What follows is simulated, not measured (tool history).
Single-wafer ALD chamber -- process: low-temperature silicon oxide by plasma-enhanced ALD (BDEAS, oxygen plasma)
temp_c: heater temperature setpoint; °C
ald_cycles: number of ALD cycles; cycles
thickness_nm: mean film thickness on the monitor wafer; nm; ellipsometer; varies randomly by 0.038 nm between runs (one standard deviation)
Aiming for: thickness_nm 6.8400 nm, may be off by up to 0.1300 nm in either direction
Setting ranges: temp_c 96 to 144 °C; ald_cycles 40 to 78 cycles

Run 1, hour 0.0: temp_c 120 °C, ald_cycles 59 cycles. Result: thickness_nm 8.8390 nm.
Run 2, hour 7.7: temp_c 120 °C, ald_cycles 56 cycles. Result: thickness_nm 8.3514 nm.
Run 3, hour 11.6: temp_c 111 °C, ald_cycles 56 cycles. Result: thickness_nm 8.5139 nm.
Run 4, hour 13.5: temp_c 113 °C, ald_cycles 54 cycles. Result: thickness_nm 8.2294 nm.
Run 5, hour 15.4: temp_c 115 °C, ald_cycles 52 cycles. Result: thickness_nm 7.8104 nm.
Run 6, hour 19.2: temp_c 123 °C, ald_cycles 52 cycles. Result: thickness_nm 7.7774 nm.
Run 7, hour 20.6: temp_c 123 °C, ald_cycles 50 cycles. Result: thickness_nm 7.3834 nm.
Run 8, hour 26.8: temp_c 124 °C, ald_cycles 49 cycles. Result: thickness_nm 7.2691 nm.
Run 9, hour 28.5: temp_c 125 °C, ald_cycles 48 cycles. Result: thickness_nm 7.0533 nm.
Run 10, hour 33.5: temp_c 126 °C, ald_cycles 48 cycles. Result: thickness_nm 7.1012 nm.
Run 11, hour 41.5: temp_c 127 °C, ald_cycles 48 cycles. Result: thickness_nm 7.0431 nm.
Run 12, hour 42.5: temp_c 128 °C, ald_cycles 48 cycles. Result: thickness_nm 7.0729 nm.

Exactly one of the 4 candidate moves below puts every result within its allowed miss. Which one?
Run A, hour 43.5: temp_c 130 °C, ald_cycles 50 cycles. Result: thickness_nm ?.
Run B, hour 43.5: temp_c 140 °C, ald_cycles 51 cycles. Result: thickness_nm ?.
Run C, hour 43.5: temp_c 127 °C, ald_cycles 49 cycles. Result: thickness_nm ?.
Run D, hour 43.5: temp_c 123 °C, ald_cycles 46 cycles. Result: thickness_nm ?.

move  thickness_nm
   A        7.3060
   B        7.2896
   C        7.2068
   D        6.8242
A: misses by more than the last run did
B: misses by more than the last run did
C: misses by more than the last run did
D: each result inside its tolerance
Move D is the one to make.

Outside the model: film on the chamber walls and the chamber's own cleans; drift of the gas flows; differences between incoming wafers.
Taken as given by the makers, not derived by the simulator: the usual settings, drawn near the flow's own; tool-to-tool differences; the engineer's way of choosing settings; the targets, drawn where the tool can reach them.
